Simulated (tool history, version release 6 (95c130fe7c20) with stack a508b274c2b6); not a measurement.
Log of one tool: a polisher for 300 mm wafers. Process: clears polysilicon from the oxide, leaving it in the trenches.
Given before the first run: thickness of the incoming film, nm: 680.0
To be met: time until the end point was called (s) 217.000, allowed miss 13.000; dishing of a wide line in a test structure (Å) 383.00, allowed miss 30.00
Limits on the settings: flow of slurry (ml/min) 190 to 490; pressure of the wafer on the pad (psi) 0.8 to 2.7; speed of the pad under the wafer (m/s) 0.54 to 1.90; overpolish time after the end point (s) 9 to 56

run,hour,flow of slurry (ml/min),pressure of the wafer on the pad (psi),speed of the pad under the wafer (m/s),overpolish time after the end point (s),time until the end point was called (s),dishing of a wide line in a test structure (Å)
1,0.0,315,1.7,1.22,29,77.122,420.29
2,5.8,345,1.7,1.22,29,75.771,434.60
3,6.5,300,1.4,1.04,28,106.170,428.12
4,7.4,380,1.4,1.04,28,104.850,413.93
5,8.5,380,1.4,1.04,18,105.400,398.22
6,17.0,380,1.2,0.90,17,143.910,377.21
7,21.4,370,1.1,0.84,20,161.270,376.42
8,23.0,355,1.0,0.80,23,182.320,387.15
9,31.0,375,0.8,0.72,17,250.190,299.95
10,39.5,365,0.9,0.70,22,234.390,338.65

Exercise: of the 5 proposed moves below, exactly one satisfies all targets within the stated allowed misses. Which move is it?
A,48.0,380,0.9,0.62,42,?,?
B,48.0,320,1.1,0.56,33,?,?
C,48.0,370,0.8,0.62,29,?,?
D,48.0,355,0.8,0.70,16,?,?
E,48.0,355,1.1,0.62,28,?,?

move,time until the end point was called (s),dishing of a wide line in a test structure (Å)
A,259.520,397.87
B,241.970,383.45
C,288.190,348.92
D,257.710,278.25
E,218.140,377.44
A: brings the last run's worst result on target, with another outside its allowed miss
B: brings the last run's worst result on target, with another outside its allowed miss
C: further off than the last run
D: further off than the last run
E: every result lands within tolerance
Go with E: it meets all targets.
